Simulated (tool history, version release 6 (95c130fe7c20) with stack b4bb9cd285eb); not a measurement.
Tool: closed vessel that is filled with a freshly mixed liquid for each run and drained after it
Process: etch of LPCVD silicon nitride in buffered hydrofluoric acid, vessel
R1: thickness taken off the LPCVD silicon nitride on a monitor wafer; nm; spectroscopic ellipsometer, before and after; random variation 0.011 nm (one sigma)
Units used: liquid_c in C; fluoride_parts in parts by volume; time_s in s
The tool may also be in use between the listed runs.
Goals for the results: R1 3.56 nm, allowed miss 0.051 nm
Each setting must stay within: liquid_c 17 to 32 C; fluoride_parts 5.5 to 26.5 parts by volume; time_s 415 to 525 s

{"run": 1, "hour": 0.0, "liquid_c": 24, "fluoride_parts": 16, "time_s": 525, "R1": 4.4378}
{"run": 2, "hour": 9.0, "liquid_c": 24, "fluoride_parts": 16, "time_s": 525, "R1": 4.4291}
{"run": 3, "hour": 15.6, "liquid_c": 24, "fluoride_parts": 16, "time_s": 525, "R1": 4.4466}
{"run": 4, "hour": 20.5, "liquid_c": 23, "fluoride_parts": 16, "time_s": 525, "R1": 4.2195}
{"run": 5, "hour": 29.9, "liquid_c": 22, "fluoride_parts": 16, "time_s": 525, "R1": 3.9761}
{"run": 6, "hour": 33.9, "liquid_c": 22, "fluoride_parts": 16, "time_s": 525, "R1": 3.9624}
{"run": 7, "hour": 40.5, "liquid_c": 21.5, "fluoride_parts": 16, "time_s": 525, "R1": 3.877}
{"run": 8, "hour": 44.9, "liquid_c": 21, "fluoride_parts": 16, "time_s": 525, "R1": 3.7717}
{"run": 9, "hour": 52.5, "liquid_c": 20.5, "fluoride_parts": 16, "time_s": 525, "R1": 3.6695}

4 candidate next runs follow, results not yet known. Just one meets every target within its allowed miss. Identify it.
{"run": "A", "hour": 60.1, "liquid_c": 20.5, "fluoride_parts": 14.5, "time_s": 475, "R1": "?"}
{"run": "B", "hour": 60.1, "liquid_c": 19, "fluoride_parts": 13.5, "time_s": 460, "R1": "?"}
{"run": "C", "hour": 60.1, "liquid_c": 22, "fluoride_parts": 15.5, "time_s": 455, "R1": "?"}
{"run": "D", "hour": 60.1, "liquid_c": 21, "fluoride_parts": 14, "time_s": 475, "R1": "?"}

move=A R1=3.6379
move=B R1=3.4739
move=C R1=3.5474
move=D R1=3.872
A: closes in on the targets versus the last run, not all within tolerance yet
B: moves the result that the last run missed by most past its target, out the other side
C: each result inside its tolerance
D: lands further from the targets than the last run did
The move that meets every target is C.
